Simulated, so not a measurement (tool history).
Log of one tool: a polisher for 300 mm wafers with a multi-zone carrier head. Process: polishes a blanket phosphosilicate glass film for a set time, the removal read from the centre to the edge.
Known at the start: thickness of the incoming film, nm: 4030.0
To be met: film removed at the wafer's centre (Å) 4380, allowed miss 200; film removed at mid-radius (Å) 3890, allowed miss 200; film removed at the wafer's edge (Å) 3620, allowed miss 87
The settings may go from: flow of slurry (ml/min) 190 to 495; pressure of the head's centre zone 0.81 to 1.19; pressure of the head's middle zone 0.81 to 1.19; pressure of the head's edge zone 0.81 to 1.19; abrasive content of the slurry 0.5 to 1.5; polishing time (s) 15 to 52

| run | day | flow of slurry (ml/min) | pressure of the head's centre zone | pressure of the head's middle zone | pressure of the head's edge zone | abrasive content of the slurry | polishing time (s) | film removed at the wafer's centre (Å) | film removed at mid-radius (Å) | film removed at the wafer's edge (Å) |
|---|---|---|---|---|---|---|---|---|---|---|
| 1 | 0 | 320 | 1 | 1 | 1 | 1 | 33 | 3399.9 | 3445.8 | 3293.9 |
| 2 | 0.212 | 275 | 1 | 1 | 1 | 1 | 33 | 3292 | 3408.8 | 3243.5 |
| 3 | 0.421 | 300 | 1.04 | 1.02 | 1.02 | 1 | 33 | 3486 | 3471.4 | 3273.2 |
| 4 | 0.483 | 300 | 1.04 | 0.98 | 1.02 | 1 | 33 | 3424.7 | 3317 | 3309.2 |
| 5 | 0.717 | 300 | 1.04 | 1.04 | 1.02 | 1 | 33 | 3451.4 | 3672.1 | 3318.7 |
| 6 | 0.758 | 300 | 0.98 | 1.04 | 1.02 | 1 | 33 | 3335.2 | 3553.5 | 3332.3 |
| 7 | 0.896 | 330 | 1.03 | 1.03 | 1.03 | 1.05 | 33 | 3567.8 | 3646.3 | 3440.8 |
| 8 | 0.967 | 330 | 1.13 | 1.02 | 1.01 | 1.2 | 33 | 4166.1 | 3899.7 | 3638.9 |

5 next moves are on the table. One of them brings every result within its allowed miss. Which?
| A | 1.038 | 320 | 1.16 | 0.94 | 1.01 | 1.25 | 34 | ? | ? | ? |
| B | 1.038 | 355 | 1.02 | 1.13 | 1.01 | 1 | 36 | ? | ? | ? |
| C | 1.038 | 295 | 1.07 | 0.99 | 1.02 | 1.5 | 31 | ? | ? | ? |
| D | 1.038 | 245 | 1.19 | 1.05 | 1 | 1.3 | 33 | ? | ? | ? |
| E | 1.038 | 285 | 1.15 | 1.15 | 1.11 | 0.9 | 36 | ? | ? | ? |

| move | film removed at the wafer's centre (Å) | film removed at mid-radius (Å) | film removed at the wafer's edge (Å) |
|---|---|---|---|
| A | 4541.4 | 3696.5 | 3761.9 |
| B | 3860.2 | 4174.1 | 3613.9 |
| C | 4066.2 | 3753.6 | 3678.1 |
| D | 4441.9 | 3878.4 | 3600.3 |
| E | 4026.4 | 3922.5 | 3525.9 |
A: brings the result that was furthest off to its target, and leaves another outside
B: further off than the last run
C: further off than the last run
D: meets every target
E: further off than the last run
Answer: D

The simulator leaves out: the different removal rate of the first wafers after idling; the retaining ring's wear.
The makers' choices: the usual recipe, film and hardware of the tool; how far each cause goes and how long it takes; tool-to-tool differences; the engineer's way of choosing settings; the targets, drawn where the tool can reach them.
